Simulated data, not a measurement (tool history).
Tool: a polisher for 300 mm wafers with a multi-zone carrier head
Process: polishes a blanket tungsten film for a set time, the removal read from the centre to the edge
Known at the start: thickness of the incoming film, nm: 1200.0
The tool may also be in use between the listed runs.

run  hour  flow of slurry (ml/min)  pressure of the head's centre zone  pressure of the head's middle zone  pressure of the head's edge zone  abrasive content of the slurry  polishing time (s)  film removed at the wafer's centre (Å)  film removed at mid-radius (Å)  film removed at the wafer's edge (Å)
  1     0                      160                                   1                                   1                                 1                               1                  59                                    1961                          2075.7                                  2000
  2     9                      160                                   1                                   1                              0.96                               1                  59                                    1985                          2005.7                                  1977
  3  15.6                      160                                   1                                1.02                              0.93                             0.9                  57                                  1887.1                          1918.7                                1830.5
  4  23.9                      160                                   1                                1.02                              0.87                             0.9                  57                                  1854.7                            1926                                1792.2
  5  26.8                      155                                   1                                1.02                              0.86                             0.8                  56                                  1772.2                          1812.6                                1694.7
  6  33.8                      155                                   1                                1.02                              0.91                             0.8                  56                                  1775.1                            1848                                1733.9
  7  40.8                      155                                   1                                1.02                              0.91                             0.8                  56                                  1782.3                          1861.2                                1725.6
  8  48.3                      150                                   1                                1.01                              0.89                            0.75                  56                                  1756.7                            1823                                1687.3

Run 9 comes next. What will it give?
  9  56.7                      150                                   1                                1.01                              0.89                            0.75                  56                                       ?                               ?                                     ?

film removed at the wafer's centre (Å): 1733.5
film removed at mid-radius (Å): 1778.3
film removed at the wafer's edge (Å): 1674.9
